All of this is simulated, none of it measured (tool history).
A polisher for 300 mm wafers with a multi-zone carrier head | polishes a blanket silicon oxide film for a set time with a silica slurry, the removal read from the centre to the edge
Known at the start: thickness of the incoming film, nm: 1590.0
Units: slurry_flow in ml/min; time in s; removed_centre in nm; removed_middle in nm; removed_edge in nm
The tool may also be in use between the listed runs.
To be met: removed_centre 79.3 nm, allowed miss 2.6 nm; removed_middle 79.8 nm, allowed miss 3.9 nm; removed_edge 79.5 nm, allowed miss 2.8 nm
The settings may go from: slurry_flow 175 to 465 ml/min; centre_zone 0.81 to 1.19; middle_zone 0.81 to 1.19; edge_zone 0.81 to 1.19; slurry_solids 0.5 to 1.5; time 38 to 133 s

run 1 hour=0 | slurry_flow=295 centre_zone=1 middle_zone=1 edge_zone=1 slurry_solids=1 time=85 | removed_centre=144.53 removed_middle=142.3 removed_edge=144.44
run 2 hour=7.9 | slurry_flow=295 centre_zone=1 middle_zone=1 edge_zone=1 slurry_solids=1.1 time=85 | removed_centre=151.73 removed_middle=153.66 removed_edge=149.88
run 3 hour=11.9 | slurry_flow=340 centre_zone=1 middle_zone=1 edge_zone=1 slurry_solids=1.1 time=85 | removed_centre=153.47 removed_middle=155.18 removed_edge=152.91
run 4 hour=15.2 | slurry_flow=340 centre_zone=1 middle_zone=1 edge_zone=0.93 slurry_solids=1.1 time=85 | removed_centre=153.44 removed_middle=154.06 removed_edge=147.44
run 5 hour=21.2 | slurry_flow=330 centre_zone=0.98 middle_zone=1 edge_zone=0.9 slurry_solids=0.9 time=78 | removed_centre=117.96 removed_middle=124.37 removed_edge=115.18
run 6 hour=22.3 | slurry_flow=330 centre_zone=0.98 middle_zone=1 edge_zone=0.9 slurry_solids=0.8 time=78 | removed_centre=108.11 removed_middle=113.68 removed_edge=104.71
run 7 hour=28.6 | slurry_flow=325 centre_zone=0.97 middle_zone=0.96 edge_zone=0.89 slurry_solids=0.7 time=78 | removed_centre=93.841 removed_middle=93.786 removed_edge=90.389
run 8 hour=31.6 | slurry_flow=320 centre_zone=0.95 middle_zone=0.94 edge_zone=0.87 slurry_solids=0.7 time=78 | removed_centre=91.549 removed_middle=92.827 removed_edge=89.781
run 9 hour=39.5 | slurry_flow=305 centre_zone=0.92 middle_zone=0.88 edge_zone=0.83 slurry_solids=0.5 time=76 | removed_centre=49.61 removed_middle=49.696 removed_edge=48.985
run 10 hour=47 | slurry_flow=340 centre_zone=0.94 middle_zone=0.91 edge_zone=0.88 slurry_solids=0.5 time=73 | removed_centre=49.156 removed_middle=50.208 removed_edge=49.232
run 11 hour=49.1 | slurry_flow=310 centre_zone=0.97 middle_zone=0.95 edge_zone=0.93 slurry_solids=0.5 time=73 | removed_centre=50.484 removed_middle=51.204 removed_edge=50.112
run 12 hour=56.6 | slurry_flow=315 centre_zone=1.04 middle_zone=1.04 edge_zone=1.03 slurry_solids=0.75 time=77 | removed_centre=106.6 removed_middle=108.94 removed_edge=102.22
run 13 hour=62.4 | slurry_flow=340 centre_zone=0.95 middle_zone=0.94 edge_zone=0.94 slurry_solids=0.85 time=77 | removed_centre=108.82 removed_middle=109.82 removed_edge=114.23
run 14 hour=65.4 | slurry_flow=305 centre_zone=0.94 middle_zone=0.93 edge_zone=0.92 slurry_solids=0.85 time=76 | removed_centre=103.3 removed_middle=108.04 removed_edge=108.33
run 15 hour=69.2 | slurry_flow=290 centre_zone=0.95 middle_zone=0.92 edge_zone=0.92 slurry_solids=0.8 time=73 | removed_centre=98.027 removed_middle=96.145 removed_edge=97.447
run 16 hour=70.7 | slurry_flow=310 centre_zone=0.96 middle_zone=0.93 edge_zone=0.92 slurry_solids=0.75 time=72 | removed_centre=91.043 removed_middle=88.101 removed_edge=90.844
run 17 hour=74.6 | slurry_flow=295 centre_zone=0.96 middle_zone=0.93 edge_zone=0.92 slurry_solids=0.75 time=76 | removed_centre=94.128 removed_middle=96.711 removed_edge=96.601
run 18 hour=82.5 | slurry_flow=325 centre_zone=0.95 middle_zone=0.94 edge_zone=0.92 slurry_solids=0.75 time=76 | removed_centre=96.557 removed_middle=100.06 removed_edge=96.804
run 19 hour=90.8 | slurry_flow=290 centre_zone=0.95 middle_zone=0.94 edge_zone=0.91 slurry_solids=0.75 time=77 | removed_centre=96.599 removed_middle=95.511 removed_edge=95.745
run 20 hour=91.6 | slurry_flow=290 centre_zone=0.95 middle_zone=0.94 edge_zone=0.91 slurry_solids=0.75 time=77 | removed_centre=94.225 removed_middle=96.874 removed_edge=97.331

Which of these 4 next moves meets every target?
run A hour=92.4 | slurry_flow=255 centre_zone=0.91 middle_zone=1.02 edge_zone=0.81 slurry_solids=0.6 time=90 | removed_centre=? removed_middle=? removed_edge=?
run B hour=92.4 | slurry_flow=385 centre_zone=1.04 middle_zone=1.04 edge_zone=0.95 slurry_solids=0.7 time=61 | removed_centre=? removed_middle=? removed_edge=?
run C hour=92.4 | slurry_flow=310 centre_zone=0.91 middle_zone=0.96 edge_zone=0.9 slurry_solids=0.75 time=71 | removed_centre=? removed_middle=? removed_edge=?
run D hour=92.4 | slurry_flow=265 centre_zone=0.97 middle_zone=0.94 edge_zone=0.91 slurry_solids=0.7 time=68 | removed_centre=? removed_middle=? removed_edge=?

move=A removed_centre=79.186 removed_middle=89.684 removed_edge=80.044
move=B removed_centre=78.54 removed_middle=78.65 removed_edge=72.992
move=C removed_centre=84.368 removed_middle=90.628 removed_edge=88.405
move=D removed_centre=78.548 removed_middle=77.849 removed_edge=77.982
A: brings the result that was furthest off to its target, and leaves another outside
B: takes the result that was furthest off past its target
C: nearer than the last run, and not there yet
D: meets every target
The right move is D.
